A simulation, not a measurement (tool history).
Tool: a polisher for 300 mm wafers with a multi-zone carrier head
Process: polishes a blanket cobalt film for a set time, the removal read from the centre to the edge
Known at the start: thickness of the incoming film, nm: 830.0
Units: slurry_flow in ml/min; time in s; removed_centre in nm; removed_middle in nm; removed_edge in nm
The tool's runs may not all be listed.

{"run": 1, "hour": 0.0, "slurry_flow": 210, "centre_zone": 1.0, "middle_zone": 1.0, "edge_zone": 1.0, "time": 66, "removed_centre": 335.04, "removed_middle": 335.24, "removed_edge": 332.21}
{"run": 2, "hour": 7.0, "slurry_flow": 205, "centre_zone": 1.03, "middle_zone": 0.95, "edge_zone": 0.99, "time": 57, "removed_centre": 293.24, "removed_middle": 277.56, "removed_edge": 274.15}
{"run": 3, "hour": 15.5, "slurry_flow": 195, "centre_zone": 1.06, "middle_zone": 0.92, "edge_zone": 1.04, "time": 51, "removed_centre": 271.6, "removed_middle": 234.99, "removed_edge": 257.75}
{"run": 4, "hour": 18.9, "slurry_flow": 245, "centre_zone": 1.06, "middle_zone": 0.92, "edge_zone": 1.04, "time": 51, "removed_centre": 285.79, "removed_middle": 242.18, "removed_edge": 264.09}
{"run": 5, "hour": 24.2, "slurry_flow": 245, "centre_zone": 1.06, "middle_zone": 0.92, "edge_zone": 1.11, "time": 51, "removed_centre": 277.47, "removed_middle": 240.01, "removed_edge": 268.35}
{"run": 6, "hour": 32.8, "slurry_flow": 245, "centre_zone": 1.06, "middle_zone": 0.92, "edge_zone": 1.11, "time": 41, "removed_centre": 225.27, "removed_middle": 196.47, "removed_edge": 217.25}

Run 7 comes next. What will it give?
{"run": 7, "hour": 41.0, "slurry_flow": 245, "centre_zone": 1.07, "middle_zone": 0.9, "edge_zone": 1.1, "time": 39, "removed_centre": "?", "removed_middle": "?", "removed_edge": "?"}

removed_centre: 216.31 nm
removed_middle: 176.84 nm
removed_edge: 207.36 nm
